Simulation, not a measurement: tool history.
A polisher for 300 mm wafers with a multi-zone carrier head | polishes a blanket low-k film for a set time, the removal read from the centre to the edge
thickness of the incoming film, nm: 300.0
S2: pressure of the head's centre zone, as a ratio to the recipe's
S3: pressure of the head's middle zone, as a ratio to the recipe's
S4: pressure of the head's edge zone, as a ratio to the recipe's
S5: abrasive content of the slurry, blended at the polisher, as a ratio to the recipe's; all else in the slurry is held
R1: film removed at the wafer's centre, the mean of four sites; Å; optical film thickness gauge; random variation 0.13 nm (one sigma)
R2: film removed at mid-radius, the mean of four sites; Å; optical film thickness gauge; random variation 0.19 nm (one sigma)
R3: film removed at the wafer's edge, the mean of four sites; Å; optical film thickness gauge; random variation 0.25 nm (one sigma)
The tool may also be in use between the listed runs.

run 1 day=0.000 | flow_of_slurry_(ml/min)=240 S2=1.00 S3=1.00 S4=1.00 S5=1.00 polishing_time_(s)=66 | R1=215.28 R2=213.83 R3=215.46
run 2 day=0.200 | flow_of_slurry_(ml/min)=290 S2=1.00 S3=1.00 S4=1.00 S5=1.00 polishing_time_(s)=66 | R1=218.63 R2=220.30 R3=216.15
run 3 day=0.258 | flow_of_slurry_(ml/min)=290 S2=0.97 S3=1.01 S4=0.98 S5=1.00 polishing_time_(s)=66 | R1=210.23 R2=216.39 R3=212.78
run 4 day=0.450 | flow_of_slurry_(ml/min)=290 S2=0.94 S3=1.03 S4=0.97 S5=1.00 polishing_time_(s)=66 | R1=207.22 R2=220.54 R3=219.26
run 5 day=0.725 | flow_of_slurry_(ml/min)=290 S2=0.94 S3=1.03 S4=0.94 S5=1.00 polishing_time_(s)=66 | R1=202.16 R2=225.68 R3=210.94
run 6 day=0.929 | flow_of_slurry_(ml/min)=290 S2=0.94 S3=1.03 S4=0.94 S5=1.00 polishing_time_(s)=72 | R1=224.31 R2=243.15 R3=224.18
run 7 day=1.138 | flow_of_slurry_(ml/min)=285 S2=0.92 S3=1.04 S4=0.93 S5=0.95 polishing_time_(s)=72 | R1=211.14 R2=239.56 R3=223.71
run 8 day=1.396 | flow_of_slurry_(ml/min)=285 S2=0.91 S3=1.04 S4=0.91 S5=0.90 polishing_time_(s)=72 | R1=200.24 R2=230.11 R3=203.78

Run 9 comes next. What will it give?
run 9 day=1.742 | flow_of_slurry_(ml/min)=275 S2=0.89 S3=1.04 S4=0.91 S5=0.90 polishing_time_(s)=72 | R1=? R2=? R3=?

Run 9 gave R1 196.42 Å, R2 223.16 Å, R3 212.05 Å.

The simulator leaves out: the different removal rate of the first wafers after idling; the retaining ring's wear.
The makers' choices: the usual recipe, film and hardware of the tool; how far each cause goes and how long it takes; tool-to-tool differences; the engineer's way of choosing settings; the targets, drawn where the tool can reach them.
